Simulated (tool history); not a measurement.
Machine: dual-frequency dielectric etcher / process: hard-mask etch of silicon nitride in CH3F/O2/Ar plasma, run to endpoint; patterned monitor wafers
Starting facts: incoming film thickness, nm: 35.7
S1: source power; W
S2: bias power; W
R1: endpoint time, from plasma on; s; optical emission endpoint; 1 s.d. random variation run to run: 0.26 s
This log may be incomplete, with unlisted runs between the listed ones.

run	hour	S1	S2	R1
1	0	550	64	42.721
2	7.6	510	61	44.299
3	16.3	510	71	41.539
4	21.9	510	64	43.616
5	28	510	69	41.826
6	35.9	480	65	43.839
7	37.6	460	61	45.512
8	44.1	440	58	47.815
9	49	420	56	49.16

For run 10, what comes out?
10	54	410	55	?

Run 10 measured R1 49.811 s.
